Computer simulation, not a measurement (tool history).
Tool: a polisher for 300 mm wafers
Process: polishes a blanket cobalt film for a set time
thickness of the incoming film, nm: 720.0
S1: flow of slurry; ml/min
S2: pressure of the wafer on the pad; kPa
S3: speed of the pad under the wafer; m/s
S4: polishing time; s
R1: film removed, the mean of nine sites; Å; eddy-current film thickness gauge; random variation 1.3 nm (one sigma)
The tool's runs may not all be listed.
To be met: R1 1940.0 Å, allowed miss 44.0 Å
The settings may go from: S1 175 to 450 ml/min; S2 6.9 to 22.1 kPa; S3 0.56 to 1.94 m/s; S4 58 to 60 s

run    day   S1    S2    S3  S4      R1
  1  0.000  290  14.5  1.24  58  3568.8
  2  0.183  290  14.5  0.96  58  2835.6
  3  0.350  290  13.8  0.96  58  2672.0
  4  0.475  255  13.8  0.96  58  2615.6
  5  0.600  250  13.1  0.96  58  2512.7
  6  0.625  245  12.4  0.96  58  2356.2
  7  0.654  240  12.4  0.96  58  2366.2
  8  0.792  235  12.4  0.96  58  2346.4
  9  1.158  230  12.4  0.96  58  2344.9
 10  1.250  225  12.4  0.96  58  2347.1
 11  1.542  215  11.0  0.96  58  2092.3
 12  1.596  200   9.7  0.96  58  1837.4
 13  1.967  205   9.7  0.96  58  1799.2

Which of these 5 next moves meets every target?
  A  2.338  175  10.3  1.04  58   ?
  B  2.338  190  10.3  0.90  59   ?
  C  2.338  180  11.0  0.92  58   ?
  D  2.338  210  12.4  0.80  60   ?
  E  2.338  175  12.4  0.82  60   ?

move      R1
   A  2040.2
   B  1826.5
   C  1936.7
   D  2002.9
   E  2002.0
A: takes the result that was furthest off past its target
B: nearer than the last run, and not there yet
C: meets every target
D: takes the result that was furthest off past its target
E: takes the result that was furthest off past its target
The right move is C.
